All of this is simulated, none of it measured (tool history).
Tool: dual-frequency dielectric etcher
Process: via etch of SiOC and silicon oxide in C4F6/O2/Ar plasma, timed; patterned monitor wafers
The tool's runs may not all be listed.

run    day  source power (kW)  bias power (kW)  etch time (s)  mean etch depth across the wafer (Å)
  1  0.000              0.410            0.130             70                                681.45
  2  0.262              0.340            0.130             70                                618.52
  3  0.317              0.340            0.130             70                                617.36
  4  0.488              0.340            0.109             70                                585.42
  5  0.754              0.340            0.109             73                                609.78
  6  0.788              0.320            0.108             73                                588.74

The next listed run, before its measurement:
  7  1.004              0.310            0.108             73                                     ?

mean etch depth across the wafer (Å): 577.45
